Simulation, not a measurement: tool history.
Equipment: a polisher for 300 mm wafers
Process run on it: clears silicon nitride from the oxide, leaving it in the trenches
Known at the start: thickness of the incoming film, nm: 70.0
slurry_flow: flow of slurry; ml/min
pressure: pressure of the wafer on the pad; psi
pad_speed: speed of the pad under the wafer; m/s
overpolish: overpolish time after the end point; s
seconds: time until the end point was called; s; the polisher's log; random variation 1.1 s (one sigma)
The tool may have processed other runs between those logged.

Run 1, hour 0: slurry_flow 300 ml/min, pressure 2.7 psi, pad_speed 0.76 m/s, overpolish 26 s. Result: seconds 98.101 s.
Run 2, hour 6.3: slurry_flow 300 ml/min, pressure 3.3 psi, pad_speed 0.76 m/s, overpolish 26 s. Result: seconds 81.393 s.
Run 3, hour 14.2: slurry_flow 300 ml/min, pressure 3.1 psi, pad_speed 0.76 m/s, overpolish 26 s. Result: seconds 86.227 s.
Run 4, hour 18.9: slurry_flow 300 ml/min, pressure 2.9 psi, pad_speed 0.76 m/s, overpolish 26 s. Result: seconds 92.262 s.
Run 5, hour 25.1: slurry_flow 300 ml/min, pressure 2.8 psi, pad_speed 0.76 m/s, overpolish 26 s. Result: seconds 94.842 s.
Run 6, hour 26.8: slurry_flow 300 ml/min, pressure 2.7 psi, pad_speed 0.76 m/s, overpolish 26 s. Result: seconds 99.014 s.

Expected results for the next run?
Run 7, hour 33.1: slurry_flow 300 ml/min, pressure 2.6 psi, pad_speed 0.76 m/s, overpolish 26 s. Result: seconds ?.

seconds: 103.77 s
